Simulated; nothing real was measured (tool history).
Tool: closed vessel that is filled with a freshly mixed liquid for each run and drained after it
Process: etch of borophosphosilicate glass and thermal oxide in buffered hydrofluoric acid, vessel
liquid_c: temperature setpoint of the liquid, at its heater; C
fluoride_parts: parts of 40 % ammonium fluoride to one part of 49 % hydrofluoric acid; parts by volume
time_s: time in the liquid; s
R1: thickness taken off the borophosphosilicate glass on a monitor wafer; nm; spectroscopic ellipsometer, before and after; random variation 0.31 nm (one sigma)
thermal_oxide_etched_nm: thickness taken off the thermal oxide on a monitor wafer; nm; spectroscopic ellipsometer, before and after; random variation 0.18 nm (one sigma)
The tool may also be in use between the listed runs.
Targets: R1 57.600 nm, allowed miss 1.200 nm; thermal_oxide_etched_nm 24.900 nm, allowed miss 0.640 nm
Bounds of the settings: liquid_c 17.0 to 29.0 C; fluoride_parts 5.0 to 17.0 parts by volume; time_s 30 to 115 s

run 1 hour=0.0 | liquid_c=21.0 fluoride_parts=10.5 time_s=60 | R1=115.050 thermal_oxide_etched_nm=50.400
run 2 hour=2.9 | liquid_c=21.0 fluoride_parts=9.5 time_s=60 | R1=124.830 thermal_oxide_etched_nm=53.969
run 3 hour=6.6 | liquid_c=21.0 fluoride_parts=7.0 time_s=60 | R1=171.830 thermal_oxide_etched_nm=73.089
run 4 hour=13.2 | liquid_c=21.0 fluoride_parts=7.0 time_s=45 | R1=127.980 thermal_oxide_etched_nm=54.639
run 5 hour=19.5 | liquid_c=24.0 fluoride_parts=7.0 time_s=45 | R1=149.130 thermal_oxide_etched_nm=65.335
run 6 hour=20.5 | liquid_c=26.5 fluoride_parts=7.0 time_s=45 | R1=172.150 thermal_oxide_etched_nm=75.289
run 7 hour=22.7 | liquid_c=23.5 fluoride_parts=8.5 time_s=45 | R1=119.860 thermal_oxide_etched_nm=51.007
run 8 hour=28.1 | liquid_c=21.5 fluoride_parts=9.5 time_s=45 | R1=95.707 thermal_oxide_etched_nm=41.711
run 9 hour=30.1 | liquid_c=20.0 fluoride_parts=10.0 time_s=45 | R1=86.105 thermal_oxide_etched_nm=36.606
run 10 hour=38.3 | liquid_c=20.0 fluoride_parts=10.0 time_s=45 | R1=85.988 thermal_oxide_etched_nm=37.379
run 11 hour=47.1 | liquid_c=19.0 fluoride_parts=10.5 time_s=45 | R1=77.202 thermal_oxide_etched_nm=33.668
run 12 hour=51.6 | liquid_c=18.5 fluoride_parts=11.0 time_s=45 | R1=71.957 thermal_oxide_etched_nm=31.273
run 13 hour=56.3 | liquid_c=18.0 fluoride_parts=11.5 time_s=45 | R1=66.867 thermal_oxide_etched_nm=28.958
run 14 hour=60.2 | liquid_c=17.5 fluoride_parts=12.0 time_s=45 | R1=62.160 thermal_oxide_etched_nm=27.180

5 next moves are on the table. One of them brings every result within its allowed miss. Which?
run A hour=64.1 | liquid_c=18.0 fluoride_parts=15.0 time_s=60 | R1=? thermal_oxide_etched_nm=?
run B hour=64.1 | liquid_c=19.0 fluoride_parts=12.5 time_s=40 | R1=? thermal_oxide_etched_nm=?
run C hour=64.1 | liquid_c=17.5 fluoride_parts=12.0 time_s=50 | R1=? thermal_oxide_etched_nm=?
run D hour=64.1 | liquid_c=18.5 fluoride_parts=7.5 time_s=30 | R1=? thermal_oxide_etched_nm=?
run E hour=64.1 | liquid_c=18.0 fluoride_parts=8.5 time_s=35 | R1=? thermal_oxide_etched_nm=?

move=A R1=68.396 thermal_oxide_etched_nm=29.422
move=B R1=57.733 thermal_oxide_etched_nm=24.827
move=C R1=69.083 thermal_oxide_etched_nm=29.666
move=D R1=68.544 thermal_oxide_etched_nm=29.312
move=E R1=67.788 thermal_oxide_etched_nm=29.027
A: further off than the last run
B: meets every target
C: further off than the last run
D: further off than the last run
E: further off than the last run
Answer: B
